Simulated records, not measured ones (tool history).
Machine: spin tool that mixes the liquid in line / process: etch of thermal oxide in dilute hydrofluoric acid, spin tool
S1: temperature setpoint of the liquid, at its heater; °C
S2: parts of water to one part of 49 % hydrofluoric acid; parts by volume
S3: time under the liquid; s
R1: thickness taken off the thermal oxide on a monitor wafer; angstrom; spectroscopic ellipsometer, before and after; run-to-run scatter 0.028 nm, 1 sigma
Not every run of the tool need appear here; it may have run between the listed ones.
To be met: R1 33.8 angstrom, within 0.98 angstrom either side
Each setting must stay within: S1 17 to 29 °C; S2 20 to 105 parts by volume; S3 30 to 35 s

| run | hour | S1 | S2 | S3 | R1 |
|---|---|---|---|---|---|
| 1 | 0 | 21 | 55 | 35 | 28.707 |
| 2 | 4.1 | 21 | 40 | 35 | 40.444 |
| 3 | 6.3 | 20 | 40 | 35 | 39.166 |
| 4 | 14.2 | 19.5 | 40 | 35 | 38.374 |
| 5 | 23.1 | 19.5 | 40 | 35 | 38.292 |
| 6 | 29.9 | 19.5 | 35 | 35 | 44.042 |
| 7 | 37.1 | 19 | 35 | 35 | 43.419 |
| 8 | 44 | 18.5 | 35 | 35 | 42.265 |
| 9 | 49.1 | 18 | 35 | 35 | 40.573 |
| 10 | 51.9 | 17.5 | 40 | 35 | 35.44 |

Of the 5 settings listed for the next run, only one would bring every result within its allowed miss of target. Which one?
| A | 54.7 | 17 | 35 | 35 | ? |
| B | 54.7 | 18.5 | 40 | 35 | ? |
| C | 54.7 | 19 | 40 | 35 | ? |
| D | 54.7 | 17.5 | 35 | 35 | ? |
| E | 54.7 | 17 | 35 | 30 | ? |

| move | R1 |
|---|---|
| A | 38.599 |
| B | 35.851 |
| C | 36.634 |
| D | 39.454 |
| E | 33.085 |
A: lands further from the targets than the last run did
B: lands further from the targets than the last run did
C: lands further from the targets than the last run did
D: lands further from the targets than the last run did
E: in spec on every target
E is the move that brings every result within its allowed miss.
